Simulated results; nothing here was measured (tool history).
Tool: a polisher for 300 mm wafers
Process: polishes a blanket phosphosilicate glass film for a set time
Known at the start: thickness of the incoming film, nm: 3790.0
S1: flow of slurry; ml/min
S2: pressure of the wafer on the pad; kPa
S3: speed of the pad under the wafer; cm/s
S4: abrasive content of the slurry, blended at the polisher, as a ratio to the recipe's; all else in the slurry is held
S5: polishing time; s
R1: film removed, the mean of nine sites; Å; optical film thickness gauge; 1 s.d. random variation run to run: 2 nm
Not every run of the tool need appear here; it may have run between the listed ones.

run,hour,S1,S2,S3,S4,S5,R1
1,0,245,17.2,78,1,39,2106
2,3.1,245,15.9,78,1,39,1993.1
3,5.4,245,15.9,78,1.2,39,2157.2
4,11.6,245,14.5,78,1.2,39,1971
5,16.3,245,13.1,78,1.2,39,1843.2
6,23,245,13.1,78,1.2,39,1767.9
7,23.9,245,13.1,78,1.2,39,1812.6
8,27.3,245,12.4,78,1.2,39,1775.5

What does the tool deliver on the next run?
9,32.5,245,11.7,78,1.2,39,?

{"run 9": {"R1": 1660.8}}

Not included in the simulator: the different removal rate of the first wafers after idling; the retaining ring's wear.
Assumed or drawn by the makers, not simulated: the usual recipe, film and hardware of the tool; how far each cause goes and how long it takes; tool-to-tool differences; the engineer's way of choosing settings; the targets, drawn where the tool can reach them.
